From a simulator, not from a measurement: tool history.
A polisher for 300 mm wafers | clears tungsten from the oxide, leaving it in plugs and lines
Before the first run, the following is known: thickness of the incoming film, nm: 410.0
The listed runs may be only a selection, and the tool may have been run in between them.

run  hour  flow of slurry (ml/min)  pressure of the wafer on the pad (psi)  speed of the pad under the wafer (cm/s)  abrasive content of the slurry  overpolish time after the end point (s)  time until the end point was called (s)
  1     0                      185                                     4.8                                      122                               1                                       50                                   57.238
  2   4.8                      185                                     4.8                                      148                               1                                       50                                   48.698
  3   6.6                      185                                     4.8                                      148                               1                                       50                                   47.196
  4  15.3                      185                                     4.8                                      168                               1                                       50                                   42.021
  5  20.7                      185                                     4.8                                      168                               1                                       54                                   41.087
  6  28.4                      185                                     5.6                                      168                               1                                       54                                   36.705
  7  31.5                      185                                     5.6                                      168                               1                                       54                                   37.234
  8  32.1                      185                                     5.5                                      168                               1                                       54                                   36.349

The next listed run, before its measurement:
  9  39.1                      185                                     5.5                                      168                               1                                       54                                        ?

For run 9 the tool returned time until the end point was called (s) 37.348.
